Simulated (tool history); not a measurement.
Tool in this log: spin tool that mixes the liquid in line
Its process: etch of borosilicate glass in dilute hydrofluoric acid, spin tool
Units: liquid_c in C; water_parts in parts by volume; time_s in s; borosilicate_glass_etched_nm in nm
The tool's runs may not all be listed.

run  hour  liquid_c  water_parts  time_s  borosilicate_glass_etched_nm
  1   0.0      26.0          225      20                        3.0954
  2   7.3      27.5          215      20                        3.4044
  3  13.0      28.5          205      20                        3.7544
  4  15.3      28.5          205      20                        3.7776
  5  23.6      28.5          205      15                        2.8038
  6  30.8      26.5          205      15                        2.6191
  7  33.2      28.0          190      15                        3.0335
  8  36.3      28.0          190      15                        3.0137
  9  44.0      29.0          170      15                        3.6487
 10  45.8      30.0          165      15                        3.8638

For run 11, what comes out?
 11  47.5      30.5          160      15                             ?

borosilicate_glass_etched_nm: 4.0876 nm

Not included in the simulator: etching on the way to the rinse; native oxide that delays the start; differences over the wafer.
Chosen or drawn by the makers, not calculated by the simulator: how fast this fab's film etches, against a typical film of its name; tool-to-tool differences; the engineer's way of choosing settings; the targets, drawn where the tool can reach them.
